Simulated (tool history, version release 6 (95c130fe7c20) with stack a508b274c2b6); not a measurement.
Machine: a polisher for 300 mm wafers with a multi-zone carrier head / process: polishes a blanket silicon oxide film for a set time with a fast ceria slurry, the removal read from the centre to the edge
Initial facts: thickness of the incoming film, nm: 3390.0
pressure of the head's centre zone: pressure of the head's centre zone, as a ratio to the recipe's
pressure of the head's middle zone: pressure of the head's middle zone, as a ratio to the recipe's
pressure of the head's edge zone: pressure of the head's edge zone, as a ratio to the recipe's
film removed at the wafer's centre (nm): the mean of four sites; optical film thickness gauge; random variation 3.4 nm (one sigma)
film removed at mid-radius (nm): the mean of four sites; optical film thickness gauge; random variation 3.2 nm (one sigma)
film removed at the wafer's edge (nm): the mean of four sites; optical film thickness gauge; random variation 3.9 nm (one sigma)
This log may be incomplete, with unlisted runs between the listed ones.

run,hour,flow of slurry (ml/min),pressure of the head's centre zone,pressure of the head's middle zone,pressure of the head's edge zone,polishing time (s),film removed at the wafer's centre (nm),film removed at mid-radius (nm),film removed at the wafer's edge (nm)
1,0.0,215,1.00,1.00,1.00,38,332.12,335.10,325.19
2,3.3,215,1.00,1.03,1.00,38,325.24,329.77,332.82
3,4.3,215,1.00,1.03,1.00,29,255.54,257.80,249.42
4,10.4,215,0.92,1.03,1.00,29,231.07,257.50,250.55
5,19.3,215,0.94,1.01,1.02,30,243.52,257.05,260.46
6,23.7,215,0.94,1.01,0.96,30,246.06,267.58,263.39
7,25.7,215,0.95,0.99,0.98,31,254.38,262.65,267.31
8,31.7,215,0.96,0.97,0.98,32,263.31,266.89,279.22
9,38.3,220,0.97,0.96,0.98,32,268.24,269.21,275.60
10,40.4,215,0.98,0.94,0.99,33,278.48,278.23,285.61
11,46.2,220,0.99,0.92,1.01,33,284.44,267.92,287.51
12,54.2,225,0.99,0.91,1.02,33,284.00,269.05,296.25
13,55.2,230,1.00,0.90,1.03,33,285.31,263.58,297.60
14,57.6,235,1.01,0.90,1.03,33,291.50,260.32,296.48
15,65.1,240,1.02,0.90,1.03,33,291.84,265.44,289.77

For run 16, what comes out?
16,67.3,230,1.09,0.82,1.13,36,?,?,?

{"run 16": {"film removed at the wafer's centre (nm)": 346.07, "film removed at mid-radius (nm)": 266.22, "film removed at the wafer's edge (nm)": 337.24}}

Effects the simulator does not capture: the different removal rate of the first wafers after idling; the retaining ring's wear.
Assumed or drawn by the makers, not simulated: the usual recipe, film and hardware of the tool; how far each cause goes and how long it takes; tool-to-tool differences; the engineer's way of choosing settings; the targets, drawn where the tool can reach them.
